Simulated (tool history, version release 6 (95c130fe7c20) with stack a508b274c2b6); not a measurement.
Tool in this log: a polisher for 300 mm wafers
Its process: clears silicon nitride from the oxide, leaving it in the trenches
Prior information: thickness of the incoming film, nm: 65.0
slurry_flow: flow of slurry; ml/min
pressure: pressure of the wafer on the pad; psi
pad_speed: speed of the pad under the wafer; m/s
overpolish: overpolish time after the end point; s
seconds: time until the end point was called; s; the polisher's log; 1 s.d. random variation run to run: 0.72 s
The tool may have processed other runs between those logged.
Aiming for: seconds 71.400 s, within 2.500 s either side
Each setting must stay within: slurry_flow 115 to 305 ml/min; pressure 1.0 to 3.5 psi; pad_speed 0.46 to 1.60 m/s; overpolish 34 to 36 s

run  hour  slurry_flow  pressure  pad_speed  overpolish  seconds
  1   0.0          195       2.2       1.02          34   84.877
  2   7.0          195       2.2       1.02          34   84.749
  3   8.6          195       1.6       1.02          34  115.190
  4  16.5          195       1.6       0.92          34  128.880
  5  19.2          200       1.9       0.92          34  105.160
  6  21.7          230       1.9       0.92          34  105.770
  7  29.4          230       1.9       0.92          34  106.050
  8  37.6          240       2.5       0.94          34   79.735
  9  39.9          240       2.5       0.94          34   79.896
 10  44.3          240       2.6       0.94          34   76.180

Exercise: of the 4 proposed moves below, exactly one satisfies all targets within the stated allowed misses. Which move is it?
  A  48.7          260       2.3       1.04          36        ?
  B  48.7          190       2.6       1.10          34        ?
  C  48.7          260       2.4       0.98          36        ?
  D  48.7          255       2.6       1.00          36        ?

move  seconds
   A   75.869
   B   66.405
   C   77.112
   D   70.097
A: closes in on the targets versus the last run, not all within tolerance yet
B: pushes the last run's worst result past its target
C: moves away from the targets compared with the last run
D: all results land within tolerance of their targets
Answer: D

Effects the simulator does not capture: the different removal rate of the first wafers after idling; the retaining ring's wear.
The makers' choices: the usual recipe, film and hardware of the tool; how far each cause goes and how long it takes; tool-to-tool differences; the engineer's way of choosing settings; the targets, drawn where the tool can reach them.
